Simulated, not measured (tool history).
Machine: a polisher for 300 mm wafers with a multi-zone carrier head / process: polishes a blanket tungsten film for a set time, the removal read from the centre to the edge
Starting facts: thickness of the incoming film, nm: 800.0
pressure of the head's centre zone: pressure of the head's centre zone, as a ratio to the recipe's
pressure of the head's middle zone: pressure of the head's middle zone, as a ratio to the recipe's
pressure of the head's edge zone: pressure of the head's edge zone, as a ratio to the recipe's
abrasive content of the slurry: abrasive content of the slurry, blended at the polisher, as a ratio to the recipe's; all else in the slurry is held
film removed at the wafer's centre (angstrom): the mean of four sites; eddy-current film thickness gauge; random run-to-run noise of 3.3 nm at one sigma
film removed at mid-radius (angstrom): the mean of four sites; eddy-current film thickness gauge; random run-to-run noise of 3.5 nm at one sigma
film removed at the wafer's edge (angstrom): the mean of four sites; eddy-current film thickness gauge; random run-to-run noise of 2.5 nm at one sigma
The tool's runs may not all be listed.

run  hour  flow of slurry (ml/min)  pressure of the head's centre zone  pressure of the head's middle zone  pressure of the head's edge zone  abrasive content of the slurry  polishing time (s)  film removed at the wafer's centre (angstrom)  film removed at mid-radius (angstrom)  film removed at the wafer's edge (angstrom)
  1   0.0                      200                                1.00                                1.00                              1.00                            1.00                  48                                         2070.3                                 2089.7                                       2200.3
  2   6.0                      205                                0.99                                1.01                              1.04                            1.10                  50                                         2207.7                                 2304.5                                       2424.0
  3  12.7                      205                                0.99                                1.01                              1.04                            1.10                  55                                         2377.5                                 2484.3                                       2656.8
  4  15.0                      205                                0.99                                1.01                              1.04                            1.00                  55                                         2378.1                                 2366.7                                       2583.8
  5  22.1                      205                                0.99                                1.01                              1.04                            1.20                  55                                         2456.1                                 2546.1                                       2656.4
  6  24.7                      205                                0.99                                0.93                              1.04                            1.20                  55                                         2496.8                                 2395.2                                       2675.4
  7  30.3                      210                                0.98                                0.94                              1.07                            1.25                  56                                         2526.7                                 2474.4                                       2800.5

The next listed run, before its measurement:
     33.2  -- slurry nozzle cleaned
  8  33.2                      215                                0.98                                0.96                              1.10                            1.30                  57                                              ?                                      ?                                            ?

Run 8 came out at film removed at the wafer's centre (angstrom) 2943.8, film removed at mid-radius (angstrom) 2882.1, film removed at the wafer's edge (angstrom) 3200.9.
